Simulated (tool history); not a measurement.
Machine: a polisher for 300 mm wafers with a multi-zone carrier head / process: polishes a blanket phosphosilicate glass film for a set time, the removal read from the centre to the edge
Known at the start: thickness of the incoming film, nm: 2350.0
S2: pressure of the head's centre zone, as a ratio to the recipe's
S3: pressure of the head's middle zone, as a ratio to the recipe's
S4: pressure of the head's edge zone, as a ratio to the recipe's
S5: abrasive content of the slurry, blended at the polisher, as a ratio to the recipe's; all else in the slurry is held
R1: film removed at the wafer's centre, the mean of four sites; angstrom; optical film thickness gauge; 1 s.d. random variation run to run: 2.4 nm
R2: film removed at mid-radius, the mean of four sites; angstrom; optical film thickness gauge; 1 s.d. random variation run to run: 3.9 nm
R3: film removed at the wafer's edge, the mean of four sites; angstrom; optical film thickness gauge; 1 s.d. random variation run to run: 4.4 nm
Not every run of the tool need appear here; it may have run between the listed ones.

Run 1, day 0.000: flow of slurry (ml/min) 150, S2 1.00, S3 1.00, S4 1.00, S5 1.00, polishing time (s) 78. Result: R1 5676.8 angstrom, R2 5607.9 angstrom, R3 5720.0 angstrom.
Run 2, day 0.304: flow of slurry (ml/min) 145, S2 0.97, S3 0.99, S4 0.98, S5 0.90, polishing time (s) 76. Result: R1 5208.7 angstrom, R2 5236.3 angstrom, R3 5299.4 angstrom.
Run 3, day 0.404: flow of slurry (ml/min) 140, S2 0.95, S3 0.98, S4 0.98, S5 0.85, polishing time (s) 73. Result: R1 4787.8 angstrom, R2 4863.1 angstrom, R3 4908.0 angstrom.
Run 4, day 0.608: flow of slurry (ml/min) 110, S2 0.95, S3 0.98, S4 0.98, S5 0.85, polishing time (s) 73. Result: R1 4499.4 angstrom, R2 4588.7 angstrom, R3 4621.7 angstrom.
Run 5, day 0.962: flow of slurry (ml/min) 105, S2 0.93, S3 0.97, S4 0.99, S5 0.80, polishing time (s) 71. Result: R1 4126.4 angstrom, R2 4356.9 angstrom, R3 4533.2 angstrom.
Run 6, day 1.038: flow of slurry (ml/min) 105, S2 0.93, S3 0.97, S4 0.99, S5 0.80, polishing time (s) 85. Result: R1 4899.2 angstrom, R2 5039.4 angstrom, R3 5583.3 angstrom.
Run 7, day 1.258: flow of slurry (ml/min) 95, S2 0.83, S3 0.91, S4 0.90, S5 0.55, polishing time (s) 63. Result: R1 2673.2 angstrom, R2 3036.1 angstrom, R3 3281.1 angstrom.

What will run 8 give?
Run 8, day 1.529: flow of slurry (ml/min) 100, S2 0.83, S3 0.91, S4 0.90, S5 0.55, polishing time (s) 63. Result: R1 ?, R2 ?, R3 ?.

Run 8 produced R1 2756.7 angstrom, R2 3102.7 angstrom, R3 3288.2 angstrom.
